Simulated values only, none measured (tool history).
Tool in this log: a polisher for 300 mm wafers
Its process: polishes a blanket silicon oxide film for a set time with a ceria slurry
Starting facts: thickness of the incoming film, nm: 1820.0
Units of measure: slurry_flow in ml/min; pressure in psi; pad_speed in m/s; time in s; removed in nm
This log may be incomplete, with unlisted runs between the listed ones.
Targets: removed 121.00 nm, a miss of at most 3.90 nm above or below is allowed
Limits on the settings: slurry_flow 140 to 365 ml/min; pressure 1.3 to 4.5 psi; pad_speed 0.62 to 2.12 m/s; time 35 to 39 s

Run 1, day 0.000: slurry_flow 235 ml/min, pressure 2.9 psi, pad_speed 1.36 m/s, time 39 s. Result: removed 183.52 nm.
Run 2, day 0.029: slurry_flow 235 ml/min, pressure 2.7 psi, pad_speed 1.36 m/s, time 39 s. Result: removed 174.30 nm.
Run 3, day 0.383: slurry_flow 235 ml/min, pressure 2.7 psi, pad_speed 1.60 m/s, time 39 s. Result: removed 205.76 nm.
Run 4, day 0.529: slurry_flow 260 ml/min, pressure 2.7 psi, pad_speed 1.60 m/s, time 39 s. Result: removed 204.92 nm.
Run 5, day 0.683: slurry_flow 260 ml/min, pressure 2.4 psi, pad_speed 1.58 m/s, time 39 s. Result: removed 179.48 nm.
Run 6, day 0.767: slurry_flow 260 ml/min, pressure 2.2 psi, pad_speed 1.58 m/s, time 39 s. Result: removed 165.03 nm.
Run 7, day 1.104: slurry_flow 260 ml/min, pressure 2.1 psi, pad_speed 1.58 m/s, time 39 s. Result: removed 157.85 nm.
Run 8, day 1.454: slurry_flow 260 ml/min, pressure 2.0 psi, pad_speed 1.58 m/s, time 39 s. Result: removed 150.08 nm.
Run 9, day 1.512: slurry_flow 260 ml/min, pressure 1.9 psi, pad_speed 1.58 m/s, time 39 s. Result: removed 146.27 nm.
Run 10, day 1.804: slurry_flow 260 ml/min, pressure 1.8 psi, pad_speed 1.58 m/s, time 39 s. Result: removed 136.21 nm.

Which one of the following 5 next-run settings gets every result inside its allowed miss? There is exactly one.
Run A, day 2.096: slurry_flow 295 ml/min, pressure 1.6 psi, pad_speed 1.46 m/s, time 38 s. Result: removed ?.
Run B, day 2.096: slurry_flow 275 ml/min, pressure 1.7 psi, pad_speed 1.60 m/s, time 36 s. Result: removed ?.
Run C, day 2.096: slurry_flow 280 ml/min, pressure 2.0 psi, pad_speed 1.28 m/s, time 35 s. Result: removed ?.
Run D, day 2.096: slurry_flow 265 ml/min, pressure 1.6 psi, pad_speed 1.64 m/s, time 35 s. Result: removed ?.
Run E, day 2.096: slurry_flow 230 ml/min, pressure 1.5 psi, pad_speed 1.74 m/s, time 35 s. Result: removed ?.

move  removed
   A   110.66
   B   120.66
   C   110.46
   D   113.07
   E   111.18
A: moves the result that the last run missed by most past its target, out the other side
B: all results in spec
C: moves the result that the last run missed by most past its target, out the other side
D: moves the result that the last run missed by most past its target, out the other side
E: moves the result that the last run missed by most past its target, out the other side
B meets every target.
